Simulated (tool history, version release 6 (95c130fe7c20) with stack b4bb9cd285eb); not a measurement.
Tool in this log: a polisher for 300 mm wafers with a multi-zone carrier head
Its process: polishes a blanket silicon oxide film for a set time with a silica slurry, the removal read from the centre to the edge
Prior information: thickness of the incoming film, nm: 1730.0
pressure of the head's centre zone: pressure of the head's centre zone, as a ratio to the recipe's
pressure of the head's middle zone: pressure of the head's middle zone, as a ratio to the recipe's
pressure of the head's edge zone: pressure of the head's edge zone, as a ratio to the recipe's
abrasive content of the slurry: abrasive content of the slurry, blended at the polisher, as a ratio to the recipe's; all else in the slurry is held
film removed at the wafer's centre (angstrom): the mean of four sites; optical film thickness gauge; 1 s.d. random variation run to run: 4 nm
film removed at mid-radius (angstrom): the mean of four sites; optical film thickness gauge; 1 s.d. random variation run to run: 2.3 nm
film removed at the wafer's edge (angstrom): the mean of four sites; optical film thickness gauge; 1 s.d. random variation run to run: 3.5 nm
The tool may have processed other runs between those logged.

run  hour  flow of slurry (ml/min)  pressure of the head's centre zone  pressure of the head's middle zone  pressure of the head's edge zone  abrasive content of the slurry  polishing time (s)  film removed at the wafer's centre (angstrom)  film removed at mid-radius (angstrom)  film removed at the wafer's edge (angstrom)
  1   0.0                      235                                1.00                                1.00                              1.00                            1.00                  89                                         3108.5                                 3148.3                                       3120.3
  2   3.7                      235                                1.00                                1.00                              1.06                            1.00                  89                                         3092.1                                 3145.4                                       3262.9
  3   6.7                      230                                1.00                                0.97                              1.02                            0.95                  89                                         3079.9                                 2993.2                                       3097.1
  4  12.9                      230                                1.00                                0.97                              1.02                            0.80                  89                                         2869.6                                 2788.4                                       2918.1
  5  17.0                      225                                1.00                                0.96                              1.00                            0.80                  89                                         2727.1                                 2726.6                                       2890.1
  6  19.8                      230                                1.02                                0.95                              0.98                            0.80                  89                                         2935.4                                 2748.8                                       2817.4
  7  23.8                      220                                1.02                                0.94                              0.97                            0.80                  89                                         2859.1                                 2671.1                                       2754.1

Forecast run 8:
  8  27.1                      215                                1.02                                0.93                              0.97                            0.80                  89                                              ?                                      ?                                            ?

{"run 8": {"film removed at the wafer's centre (angstrom)": 2873.4, "film removed at mid-radius (angstrom)": 2662.1, "film removed at the wafer's edge (angstrom)": 2786.5}}
